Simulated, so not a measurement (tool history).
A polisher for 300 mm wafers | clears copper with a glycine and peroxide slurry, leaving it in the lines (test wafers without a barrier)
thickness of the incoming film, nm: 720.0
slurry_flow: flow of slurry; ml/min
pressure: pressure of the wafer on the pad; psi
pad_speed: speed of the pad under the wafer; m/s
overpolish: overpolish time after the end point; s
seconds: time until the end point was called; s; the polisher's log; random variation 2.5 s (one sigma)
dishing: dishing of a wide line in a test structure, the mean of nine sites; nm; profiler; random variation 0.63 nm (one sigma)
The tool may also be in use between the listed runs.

run,day,slurry_flow,pressure,pad_speed,overpolish,seconds,dishing
1,0,205,3,0.86,29,174.94,27.998
2,0.217,205,3,0.86,33,169.15,28.253
3,0.362,205,3,0.86,23,175.9,29.261
4,0.721,205,2.6,0.86,23,187.93,29.546
5,1,205,2.6,0.86,17,192.05,26.374
6,1.271,205,2.6,0.94,17,181.45,26.387
7,1.321,205,2.8,0.94,18,164.9,26.291

Forecast run 8:
8,1.588,205,2.9,0.94,19,?,?

seconds: 157.69 s
dishing: 27.746 nm

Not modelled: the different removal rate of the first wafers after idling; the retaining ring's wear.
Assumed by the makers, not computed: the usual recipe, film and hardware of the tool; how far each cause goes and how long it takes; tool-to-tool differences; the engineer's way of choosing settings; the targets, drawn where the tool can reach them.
